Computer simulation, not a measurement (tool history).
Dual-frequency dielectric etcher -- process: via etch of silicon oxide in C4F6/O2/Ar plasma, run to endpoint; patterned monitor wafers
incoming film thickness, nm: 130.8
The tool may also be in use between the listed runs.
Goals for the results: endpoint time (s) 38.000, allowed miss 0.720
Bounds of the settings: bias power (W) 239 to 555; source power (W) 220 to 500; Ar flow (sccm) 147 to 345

| run | hour | bias power (W) | source power (W) | Ar flow (sccm) | endpoint time (s) |
|---|---|---|---|---|---|
| 1 | 0.0 | 397 | 360 | 246 | 32.764 |
| 2 | 4.5 | 397 | 410 | 246 | 30.922 |
| 3 | 13.3 | 436 | 410 | 246 | 29.742 |
| 4 | 20.0 | 408 | 400 | 248 | 30.857 |
| 5 | 21.4 | 408 | 380 | 248 | 31.443 |
| 6 | 26.1 | 456 | 380 | 248 | 29.790 |
| 7 | 28.9 | 426 | 380 | 249 | 30.709 |
| 8 | 37.2 | 400 | 380 | 249 | 31.735 |
| 9 | 39.5 | 321 | 360 | 252 | 36.566 |
| 10 | 44.7 | 317 | 360 | 252 | 36.800 |
| 11 | 46.0 | 317 | 360 | 252 | 36.618 |
| 12 | 51.2 | 313 | 360 | 252 | 37.180 |
| 13 | 51.9 | 311 | 360 | 252 | 37.089 |

Which single option among these 5 for the next run brings every result within its allowed miss of target? Just one does.
| A | 52.6 | 381 | 330 | 249 | ? |
| B | 52.6 | 312 | 400 | 257 | ? |
| C | 52.6 | 351 | 350 | 272 | ? |
| D | 52.6 | 315 | 370 | 226 | ? |
| E | 52.6 | 331 | 320 | 243 | ? |

| move | endpoint time (s) |
|---|---|
| A | 34.925 |
| B | 35.530 |
| C | 35.855 |
| D | 36.011 |
| E | 38.000 |
A: its largest miss is bigger than the last run's
B: its largest miss is bigger than the last run's
C: its largest miss is bigger than the last run's
D: its largest miss is bigger than the last run's
E: all results in spec
Answer: E
